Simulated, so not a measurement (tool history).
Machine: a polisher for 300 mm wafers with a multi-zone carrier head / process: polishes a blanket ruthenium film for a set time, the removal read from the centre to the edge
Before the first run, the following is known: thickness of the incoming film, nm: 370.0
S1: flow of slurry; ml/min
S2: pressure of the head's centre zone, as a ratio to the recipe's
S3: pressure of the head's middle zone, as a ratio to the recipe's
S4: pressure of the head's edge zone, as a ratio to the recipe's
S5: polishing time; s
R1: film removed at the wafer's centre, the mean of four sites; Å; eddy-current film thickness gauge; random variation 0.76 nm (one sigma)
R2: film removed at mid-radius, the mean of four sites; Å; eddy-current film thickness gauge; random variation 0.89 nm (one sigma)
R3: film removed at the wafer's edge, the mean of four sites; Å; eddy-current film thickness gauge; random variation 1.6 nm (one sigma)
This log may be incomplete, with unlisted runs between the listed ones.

| run | day | S1 | S2 | S3 | S4 | S5 | R1 | R2 | R3 |
|---|---|---|---|---|---|---|---|---|---|
| 1 | 0 | 165 | 1 | 1 | 1 | 70 | 855.65 | 832.91 | 925.97 |
| 2 | 0.275 | 180 | 0.98 | 1.03 | 1.03 | 71 | 883.21 | 885.95 | 923.11 |
| 3 | 0.608 | 180 | 0.98 | 1.03 | 1.09 | 71 | 864.87 | 881.02 | 949.09 |
| 4 | 0.771 | 175 | 0.96 | 1.04 | 1.11 | 73 | 857.38 | 911.89 | 975.51 |
| 5 | 0.871 | 175 | 0.95 | 1.04 | 1.12 | 75 | 888.07 | 935.78 | 1022.9 |
| 6 | 0.912 | 175 | 0.88 | 1.04 | 1.12 | 75 | 824.45 | 951.34 | 1009.9 |

Run 7 has not been measured yet. What should we expect?
| 7 | 0.942 | 180 | 0.88 | 1.04 | 1.13 | 76 | ? | ? | ? |

For run 7 the tool returned R1 842.48 Å, R2 951.17 Å, R3 1043.1 Å.
